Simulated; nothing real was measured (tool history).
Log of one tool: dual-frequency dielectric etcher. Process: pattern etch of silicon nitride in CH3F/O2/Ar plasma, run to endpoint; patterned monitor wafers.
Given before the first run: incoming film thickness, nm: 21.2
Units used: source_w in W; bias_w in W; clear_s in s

run 1 hour=0 | source_w=540 bias_w=98 | clear_s=24.33
run 2 hour=1.4 | source_w=490 bias_w=98 | clear_s=25.43
run 3 hour=2.8 | source_w=590 bias_w=98 | clear_s=23.319
run 4 hour=7.2 | source_w=590 bias_w=86 | clear_s=24.185
run 5 hour=11.4 | source_w=690 bias_w=86 | clear_s=22.662
run 6 hour=12.7 | source_w=700 bias_w=87 | clear_s=22.355
run 7 hour=17.2 | source_w=710 bias_w=88 | clear_s=22.259

What does the tool deliver on the next run?
run 8 hour=24.7 | source_w=710 bias_w=88 | clear_s=?

{"run 8": {"clear_s": 22.078}}

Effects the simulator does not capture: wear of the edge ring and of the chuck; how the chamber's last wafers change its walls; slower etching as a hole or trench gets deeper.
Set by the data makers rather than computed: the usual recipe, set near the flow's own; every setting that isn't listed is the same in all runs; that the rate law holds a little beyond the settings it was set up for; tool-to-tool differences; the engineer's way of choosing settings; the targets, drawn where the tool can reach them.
